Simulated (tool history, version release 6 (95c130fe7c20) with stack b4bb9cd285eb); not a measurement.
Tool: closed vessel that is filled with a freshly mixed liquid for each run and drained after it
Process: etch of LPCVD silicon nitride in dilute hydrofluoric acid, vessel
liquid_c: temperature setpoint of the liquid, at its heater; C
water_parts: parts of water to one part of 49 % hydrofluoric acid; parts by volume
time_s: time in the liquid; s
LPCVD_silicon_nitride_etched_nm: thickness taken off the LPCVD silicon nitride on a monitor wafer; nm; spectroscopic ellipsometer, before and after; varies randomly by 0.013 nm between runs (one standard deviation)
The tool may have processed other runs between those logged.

run	day	liquid_c	water_parts	time_s	LPCVD_silicon_nitride_etched_nm
1	0.000	23.0	120	575	1.9969
2	0.200	23.0	120	365	1.2770
3	0.454	25.0	120	365	1.4455
4	0.604	25.0	120	575	2.2945
5	0.804	25.0	80	575	3.4336
# day 1.029: thermometer replaced
6	1.029	22.5	80	575	3.3111
7	1.121	21.0	90	575	2.6687
8	1.258	20.0	95	575	2.3770

The next listed run, before its measurement:
9	1.608	19.0	100	575	?

{"run 9": {"LPCVD_silicon_nitride_etched_nm": 2.1316}}

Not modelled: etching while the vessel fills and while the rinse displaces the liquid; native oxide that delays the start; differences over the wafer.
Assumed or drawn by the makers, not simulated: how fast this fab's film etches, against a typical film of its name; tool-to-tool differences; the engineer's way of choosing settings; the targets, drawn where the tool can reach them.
